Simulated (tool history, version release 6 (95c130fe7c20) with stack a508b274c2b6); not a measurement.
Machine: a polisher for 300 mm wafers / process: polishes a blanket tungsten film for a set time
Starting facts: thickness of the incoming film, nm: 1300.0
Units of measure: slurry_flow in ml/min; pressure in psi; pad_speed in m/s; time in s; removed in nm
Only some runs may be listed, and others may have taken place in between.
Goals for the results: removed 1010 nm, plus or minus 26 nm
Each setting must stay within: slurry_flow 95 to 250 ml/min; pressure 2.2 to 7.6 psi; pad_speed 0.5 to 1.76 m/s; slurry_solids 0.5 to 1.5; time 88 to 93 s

| run | day | slurry_flow | pressure | pad_speed | slurry_solids | time | removed |
|---|---|---|---|---|---|---|---|
| 1 | 0 | 160 | 4.9 | 1.12 | 1 | 88 | 686.12 |
| 2 | 0.175 | 170 | 5.4 | 1.12 | 1 | 88 | 741.95 |
| 3 | 0.225 | 170 | 5.9 | 1.12 | 1 | 88 | 799.99 |
| 4 | 0.358 | 170 | 5.9 | 1.12 | 1.1 | 88 | 811.78 |
| 5 | 0.417 | 170 | 6.3 | 1.12 | 1.1 | 88 | 859.68 |
| 6 | 0.575 | 185 | 6.3 | 1.12 | 1.1 | 88 | 877.41 |
| 7 | 0.671 | 190 | 6.5 | 1.12 | 1.1 | 88 | 899.04 |
| 8 | 0.883 | 190 | 6.7 | 1.12 | 1.1 | 88 | 926.46 |

Of the 5 settings listed for the next run, only one would bring every result within its allowed miss of target. Which one?
| A | 1.096 | 170 | 7.6 | 1.02 | 0.85 | 91 | ? |
| B | 1.096 | 150 | 6.1 | 1.16 | 0.95 | 93 | ? |
| C | 1.096 | 205 | 7.1 | 1.06 | 1.1 | 93 | ? |
| D | 1.096 | 205 | 6.8 | 0.9 | 1.05 | 89 | ? |
| E | 1.096 | 175 | 6.7 | 1.22 | 1 | 88 | ? |

| move | removed |
|---|---|
| A | 948.59 |
| B | 870.9 |
| C | 993.49 |
| D | 815.07 |
| E | 953.35 |
A: an improvement on the last run, though not all results are within tolerance
B: further off than the last run
C: each result inside its tolerance
D: further off than the last run
E: an improvement on the last run, though not all results are within tolerance
Correct choice: C, which meets every target

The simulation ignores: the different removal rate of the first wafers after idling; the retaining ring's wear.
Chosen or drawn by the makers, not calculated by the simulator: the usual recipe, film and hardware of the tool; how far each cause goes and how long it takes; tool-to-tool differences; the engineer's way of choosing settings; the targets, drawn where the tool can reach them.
